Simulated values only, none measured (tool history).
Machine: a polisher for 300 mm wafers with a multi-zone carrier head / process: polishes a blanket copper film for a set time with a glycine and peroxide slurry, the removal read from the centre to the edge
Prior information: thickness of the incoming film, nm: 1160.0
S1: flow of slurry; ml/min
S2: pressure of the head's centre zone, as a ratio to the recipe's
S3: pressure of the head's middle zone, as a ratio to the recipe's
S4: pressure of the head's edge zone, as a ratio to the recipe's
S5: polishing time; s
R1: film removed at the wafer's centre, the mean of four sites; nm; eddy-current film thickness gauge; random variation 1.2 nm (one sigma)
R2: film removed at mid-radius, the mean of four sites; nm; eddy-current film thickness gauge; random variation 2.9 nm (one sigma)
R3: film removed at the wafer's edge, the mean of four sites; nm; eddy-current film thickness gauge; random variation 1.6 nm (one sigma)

{"run": 1, "hour": 0.0, "S1": 175, "S2": 1.0, "S3": 1.0, "S4": 1.0, "S5": 36, "R1": 150.09, "R2": 150.48, "R3": 152.4}
{"run": 2, "hour": 0.8, "S1": 175, "S2": 1.0, "S3": 1.0, "S4": 1.0, "S5": 40, "R1": 167.87, "R2": 171.84, "R3": 169.95}
{"run": 3, "hour": 9.2, "S1": 180, "S2": 0.98, "S3": 0.99, "S4": 1.04, "S5": 42, "R1": 172.67, "R2": 182.47, "R3": 180.83}
{"run": 4, "hour": 12.2, "S1": 180, "S2": 0.98, "S3": 0.94, "S4": 1.04, "S5": 42, "R1": 170.32, "R2": 170.38, "R3": 182.23}
{"run": 5, "hour": 18.6, "S1": 185, "S2": 0.96, "S3": 0.94, "S4": 1.07, "S5": 44, "R1": 175.57, "R2": 183.58, "R3": 194.05}
{"run": 6, "hour": 22.1, "S1": 190, "S2": 0.95, "S3": 0.93, "S4": 1.1, "S5": 45, "R1": 179.99, "R2": 183.48, "R3": 204.46}
{"run": 7, "hour": 29.7, "S1": 200, "S2": 0.94, "S3": 0.94, "S4": 1.12, "S5": 46, "R1": 183.9, "R2": 187.85, "R3": 209.8}
{"run": 8, "hour": 33.9, "S1": 200, "S2": 0.94, "S3": 0.94, "S4": 1.12, "S5": 46, "R1": 185.37, "R2": 188.39, "R3": 210.74}

Forecast run 9:
{"run": 9, "hour": 40.9, "S1": 200, "S2": 0.93, "S3": 0.95, "S4": 1.13, "S5": 47, "R1": "?", "R2": "?", "R3": "?"}

Run 9 gave R1 187.15 nm, R2 196.98 nm, R3 213.06 nm.

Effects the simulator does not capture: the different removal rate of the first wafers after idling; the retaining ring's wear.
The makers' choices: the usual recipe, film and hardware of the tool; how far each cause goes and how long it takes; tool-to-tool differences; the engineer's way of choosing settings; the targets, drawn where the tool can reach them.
